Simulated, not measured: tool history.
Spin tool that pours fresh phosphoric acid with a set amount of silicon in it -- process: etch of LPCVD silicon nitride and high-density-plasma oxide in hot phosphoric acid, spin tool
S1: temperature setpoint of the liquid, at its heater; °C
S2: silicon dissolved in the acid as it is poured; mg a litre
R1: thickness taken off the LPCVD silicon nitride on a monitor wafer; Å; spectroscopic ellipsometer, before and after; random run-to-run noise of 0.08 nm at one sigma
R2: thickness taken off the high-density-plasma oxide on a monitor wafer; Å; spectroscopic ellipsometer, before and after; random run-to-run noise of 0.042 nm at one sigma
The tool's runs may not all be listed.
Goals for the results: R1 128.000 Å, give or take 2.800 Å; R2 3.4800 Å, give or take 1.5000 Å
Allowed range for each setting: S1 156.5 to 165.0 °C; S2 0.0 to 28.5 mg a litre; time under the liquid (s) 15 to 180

Run 1, hour 0.0: S1 160.0 °C, S2 12.5 mg a litre, time under the liquid (s) 90. Result: R1 71.903 Å, R2 2.2948 Å.
Run 2, hour 0.8: S1 160.0 °C, S2 12.5 mg a litre, time under the liquid (s) 105. Result: R1 84.277 Å, R2 2.0573 Å.
Run 3, hour 8.2: S1 161.5 °C, S2 11.0 mg a litre, time under the liquid (s) 110. Result: R1 93.004 Å, R2 3.1829 Å.
Run 4, hour 12.1: S1 162.0 °C, S2 13.5 mg a litre, time under the liquid (s) 115. Result: R1 98.460 Å, R2 3.2743 Å.
Run 5, hour 19.7: S1 160.5 °C, S2 13.5 mg a litre, time under the liquid (s) 115. Result: R1 93.962 Å, R2 2.6900 Å.
Run 6, hour 21.3: S1 160.5 °C, S2 17.0 mg a litre, time under the liquid (s) 115. Result: R1 93.019 Å, R2 2.9821 Å.
Run 7, hour 24.1: S1 161.0 °C, S2 13.0 mg a litre, time under the liquid (s) 120. Result: R1 99.850 Å, R2 3.2702 Å.
Run 8, hour 30.7: S1 161.0 °C, S2 12.0 mg a litre, time under the liquid (s) 125. Result: R1 104.520 Å, R2 3.0496 Å.
Run 9, hour 34.8: S1 161.5 °C, S2 10.5 mg a litre, time under the liquid (s) 130. Result: R1 109.530 Å, R2 3.0627 Å.
Run 10, hour 35.9: S1 162.0 °C, S2 10.0 mg a litre, time under the liquid (s) 135. Result: R1 116.670 Å, R2 3.7245 Å.
Run 11, hour 44.5: S1 162.0 °C, S2 10.5 mg a litre, time under the liquid (s) 140. Result: R1 121.250 Å, R2 4.5754 Å.
Run 12, hour 52.3: S1 161.5 °C, S2 11.0 mg a litre, time under the liquid (s) 145. Result: R1 121.780 Å, R2 3.7246 Å.
Run 13, hour 60.4: S1 161.5 °C, S2 10.5 mg a litre, time under the liquid (s) 145. Result: R1 121.110 Å, R2 4.4716 Å.
Run 14, hour 62.6: S1 161.5 °C, S2 10.5 mg a litre, time under the liquid (s) 145. Result: R1 121.620 Å, R2 3.5565 Å.

4 next moves are on the table. One of them brings every result within its allowed miss. Which?
Run A, hour 64.8: S1 159.5 °C, S2 10.0 mg a litre, time under the liquid (s) 145. Result: R1 ?, R2 ?.
Run B, hour 64.8: S1 165.0 °C, S2 7.5 mg a litre, time under the liquid (s) 120. Result: R1 ?, R2 ?.
Run C, hour 64.8: S1 157.5 °C, S2 8.5 mg a litre, time under the liquid (s) 175. Result: R1 ?, R2 ?.
Run D, hour 64.8: S1 159.0 °C, S2 10.5 mg a litre, time under the liquid (s) 150. Result: R1 ?, R2 ?.

move       R1      R2
   A  114.190  3.4560
   B  113.680  4.5383
   C  128.710  3.7067
   D  116.130  3.4051
A: misses by more than the last run did
B: misses by more than the last run did
C: hits every target within its allowed miss
D: misses by more than the last run did
So the answer is move C, the one that meets all the targets.
